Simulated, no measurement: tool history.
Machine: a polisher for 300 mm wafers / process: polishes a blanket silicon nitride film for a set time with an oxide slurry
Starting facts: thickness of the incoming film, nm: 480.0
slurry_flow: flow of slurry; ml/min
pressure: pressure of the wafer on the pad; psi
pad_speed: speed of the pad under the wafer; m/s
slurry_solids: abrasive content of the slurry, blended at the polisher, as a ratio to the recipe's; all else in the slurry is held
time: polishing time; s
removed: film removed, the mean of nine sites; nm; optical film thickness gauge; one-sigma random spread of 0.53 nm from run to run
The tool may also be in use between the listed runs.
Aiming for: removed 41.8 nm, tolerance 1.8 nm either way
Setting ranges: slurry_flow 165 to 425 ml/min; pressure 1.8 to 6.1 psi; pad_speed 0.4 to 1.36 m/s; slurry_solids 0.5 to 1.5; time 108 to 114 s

| run | hour | slurry_flow | pressure | pad_speed | slurry_solids | time | removed |
|---|---|---|---|---|---|---|---|
| 1 | 0 | 275 | 3.9 | 0.88 | 1 | 108 | 70.851 |
| 2 | 3.2 | 275 | 3.9 | 0.98 | 1 | 108 | 79.961 |
| 3 | 9.7 | 275 | 3.9 | 0.98 | 1 | 108 | 78.989 |
| 4 | 16.8 | 275 | 3.9 | 0.98 | 1 | 108 | 77.512 |
| 5 | 22.3 | 275 | 3.4 | 0.96 | 1 | 108 | 66.851 |
| 6 | 28.4 | 275 | 3 | 0.96 | 1 | 108 | 60.731 |
| 7 | 34 | 275 | 2.7 | 0.94 | 1 | 108 | 53.983 |
| 8 | 41.2 | 275 | 2.5 | 0.94 | 1 | 108 | 48.969 |
| 9 | 45.6 | 275 | 1.9 | 0.94 | 1 | 108 | 38.033 |

Below are 4 possible settings for the next run. Only one of them brings all results inside the allowed miss of their targets. Which is it?
| A | 50 | 255 | 2.4 | 0.98 | 0.9 | 108 | ? |
| B | 50 | 165 | 2.1 | 0.88 | 0.95 | 108 | ? |
| C | 50 | 260 | 2.2 | 0.86 | 1.05 | 108 | ? |
| D | 50 | 280 | 2 | 0.84 | 0.9 | 111 | ? |

| move | removed |
|---|---|
| A | 46.523 |
| B | 37.806 |
| C | 41.868 |
| D | 35.889 |
A: the result that was furthest off in the last run now lies on the other side of its target
B: further off than the last run
C: each result inside its tolerance
D: further off than the last run
Go with C: it meets all targets.
